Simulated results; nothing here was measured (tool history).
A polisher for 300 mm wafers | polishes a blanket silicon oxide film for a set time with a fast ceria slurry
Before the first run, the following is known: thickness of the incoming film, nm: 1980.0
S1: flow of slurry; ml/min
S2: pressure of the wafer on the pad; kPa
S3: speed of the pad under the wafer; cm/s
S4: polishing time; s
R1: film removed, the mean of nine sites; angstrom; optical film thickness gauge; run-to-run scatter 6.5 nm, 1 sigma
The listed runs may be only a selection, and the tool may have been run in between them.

| run | hour | S1 | S2 | S3 | S4 | R1 |
|---|---|---|---|---|---|---|
| 1 | 0 | 155 | 19.3 | 104 | 61 | 10655 |
| 2 | 4.6 | 150 | 17.2 | 104 | 61 | 9336.1 |
| 3 | 9.6 | 150 | 17.2 | 80 | 61 | 7300.9 |
| 4 | 11 | 150 | 17.2 | 68 | 61 | 6345.6 |
| 5 | 14.9 | 155 | 17.2 | 68 | 61 | 6267.8 |
| 6 | 20.4 | 155 | 17.2 | 46 | 61 | 4352 |
| 7 | 27.1 | 155 | 19.3 | 46 | 61 | 4811.4 |
| 8 | 32.3 | 155 | 21.4 | 46 | 61 | 5332.9 |

Estimate the outcome of run 9 from the log above:
| 9 | 33.9 | 155 | 22.8 | 46 | 61 | ? |

R1: 5723.5 angstrom
